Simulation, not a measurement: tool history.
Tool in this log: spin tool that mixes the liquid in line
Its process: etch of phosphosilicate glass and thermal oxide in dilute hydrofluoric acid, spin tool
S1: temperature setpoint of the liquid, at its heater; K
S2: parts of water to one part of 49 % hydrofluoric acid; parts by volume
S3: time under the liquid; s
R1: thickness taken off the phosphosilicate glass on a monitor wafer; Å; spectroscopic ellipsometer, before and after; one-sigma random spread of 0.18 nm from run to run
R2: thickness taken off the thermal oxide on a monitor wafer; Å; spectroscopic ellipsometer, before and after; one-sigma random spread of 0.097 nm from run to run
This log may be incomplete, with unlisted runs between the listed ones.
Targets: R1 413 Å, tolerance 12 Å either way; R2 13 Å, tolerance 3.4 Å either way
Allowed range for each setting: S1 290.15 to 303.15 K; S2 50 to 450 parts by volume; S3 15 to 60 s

Run 1, hour 0: S1 295.15 K, S2 250 parts by volume, S3 30 s. Result: R1 159.71 Å, R2 5.1281 Å.
Run 2, hour 5: S1 297.15 K, S2 210 parts by volume, S3 30 s. Result: R1 211.53 Å, R2 6.8588 Å.
Run 3, hour 12.9: S1 297.15 K, S2 210 parts by volume, S3 35 s. Result: R1 246.56 Å, R2 8.1198 Å.
Run 4, hour 17.1: S1 298.65 K, S2 190 parts by volume, S3 35 s. Result: R1 293.27 Å, R2 9.1638 Å.
Run 5, hour 21.3: S1 298.65 K, S2 190 parts by volume, S3 30 s. Result: R1 249.48 Å, R2 8.1804 Å.
Run 6, hour 28.4: S1 300.15 K, S2 170 parts by volume, S3 30 s. Result: R1 304.63 Å, R2 8.606 Å.
Run 7, hour 31.5: S1 300.65 K, S2 155 parts by volume, S3 30 s. Result: R1 345.44 Å, R2 11.679 Å.
Run 8, hour 40.5: S1 301.15 K, S2 130 parts by volume, S3 30 s. Result: R1 434.67 Å, R2 13.407 Å.
Run 9, hour 42.3: S1 300.65 K, S2 130 parts by volume, S3 30 s. Result: R1 426.01 Å, R2 13.19 Å.

4 candidate next runs follow, results not yet known. Just one meets every target within its allowed miss. Identify it.
Run A, hour 44.1: S1 290.15 K, S2 155 parts by volume, S3 50 s. Result: R1 ?, R2 ?.
Run B, hour 44.1: S1 290.15 K, S2 130 parts by volume, S3 40 s. Result: R1 ?, R2 ?.
Run C, hour 44.1: S1 295.65 K, S2 120 parts by volume, S3 30 s. Result: R1 ?, R2 ?.
Run D, hour 44.1: S1 301.15 K, S2 115 parts by volume, S3 25 s. Result: R1 ?, R2 ?.

move      R1      R2
   A  385.53  13.371
   B  377.33  13.087
   C  385.71  13.378
   D  415.74  14.419
A: carries the result that was furthest off beyond its target, to the other side
B: carries the result that was furthest off beyond its target, to the other side
C: carries the result that was furthest off beyond its target, to the other side
D: all results in spec
D is the move that brings every result within its allowed miss.
